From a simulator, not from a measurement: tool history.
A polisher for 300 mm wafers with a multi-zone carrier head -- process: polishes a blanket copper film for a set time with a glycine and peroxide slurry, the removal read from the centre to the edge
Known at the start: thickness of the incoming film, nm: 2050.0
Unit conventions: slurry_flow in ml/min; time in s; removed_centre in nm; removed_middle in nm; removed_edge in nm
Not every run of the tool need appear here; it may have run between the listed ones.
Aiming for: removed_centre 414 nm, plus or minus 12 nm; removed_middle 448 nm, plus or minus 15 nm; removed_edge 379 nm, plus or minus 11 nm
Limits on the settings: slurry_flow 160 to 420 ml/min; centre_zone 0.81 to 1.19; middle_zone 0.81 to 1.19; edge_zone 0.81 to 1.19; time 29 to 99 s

run,day,slurry_flow,centre_zone,middle_zone,edge_zone,time,removed_centre,removed_middle,removed_edge
1,0,270,1,1,1,64,360.2,367.67,355.85
2,0.262,280,1.01,1.03,1.01,64,365.25,381.39,358.52
3,0.529,280,1.01,1.03,1.01,73,413.86,432.96,414.06
4,0.783,280,1.01,0.98,1.01,73,414.63,410.41,406.67
5,0.942,280,1.01,0.98,0.98,73,416.71,412.31,407.43
6,1.167,285,1.02,1,0.96,72,405.49,416.17,400.92
7,1.379,300,1.12,1.09,0.86,71,453.85,443.72,371.6
8,1.588,295,1.1,1.09,0.87,71,440.51,441.39,376.71
9,1.829,290,1.09,1.09,0.87,71,433.02,445.86,375.55
10,2.121,285,1.08,1.09,0.87,71,429.56,440.63,375.53
11,2.275,285,1.07,1.09,0.87,71,426.25,449.56,371.38

Consider the 5 candidate settings below. Which is the only one whose results all fall within their allowed miss of target?
A,2.429,300,1.07,1.06,0.94,74,?,?,?
B,2.429,210,1.17,1.13,0.81,73,?,?,?
C,2.429,290,1.05,1.12,0.92,70,?,?,?
D,2.429,290,1.1,1.15,0.87,72,?,?,?
E,2.429,295,1.06,1.11,0.86,76,?,?,?

move,removed_centre,removed_middle,removed_edge
A,451.97,460.3,402.24
B,463.46,457.53,357.79
C,417.99,454.81,375.36
D,450.65,478.47,376.19
E,459.07,490.94,395.79
A: its largest miss is bigger than the last run's
B: its largest miss is bigger than the last run's
C: in spec on every target
D: its largest miss is bigger than the last run's
E: its largest miss is bigger than the last run's
Go with C: it meets all targets.
